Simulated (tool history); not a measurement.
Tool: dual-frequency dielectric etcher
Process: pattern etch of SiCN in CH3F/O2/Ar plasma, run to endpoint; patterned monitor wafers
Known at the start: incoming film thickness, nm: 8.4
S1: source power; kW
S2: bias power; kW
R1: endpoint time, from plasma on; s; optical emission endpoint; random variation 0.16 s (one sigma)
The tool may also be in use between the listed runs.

Run 1, hour 0.0: S1 0.470 kW, S2 0.099 kW. Result: R1 17.934 s.
Run 2, hour 7.4: S1 0.470 kW, S2 0.114 kW. Result: R1 16.654 s.
Run 3, hour 11.6: S1 0.440 kW, S2 0.110 kW. Result: R1 17.573 s.
Run 4, hour 17.1: S1 0.440 kW, S2 0.097 kW. Result: R1 18.725 s.
Run 5, hour 18.3: S1 0.430 kW, S2 0.096 kW. Result: R1 18.857 s.
Run 6, hour 22.9: S1 0.480 kW, S2 0.096 kW. Result: R1 18.391 s.
At hour 27.0: source power generator calibrated.
Run 7, hour 27.0: S1 0.460 kW, S2 0.094 kW. Result: R1 18.536 s.
Run 8, hour 28.7: S1 0.440 kW, S2 0.093 kW. Result: R1 18.980 s.

Forecast run 9:
Run 9, hour 36.7: S1 0.430 kW, S2 0.092 kW. Result: R1 ?.

R1: 19.190 s

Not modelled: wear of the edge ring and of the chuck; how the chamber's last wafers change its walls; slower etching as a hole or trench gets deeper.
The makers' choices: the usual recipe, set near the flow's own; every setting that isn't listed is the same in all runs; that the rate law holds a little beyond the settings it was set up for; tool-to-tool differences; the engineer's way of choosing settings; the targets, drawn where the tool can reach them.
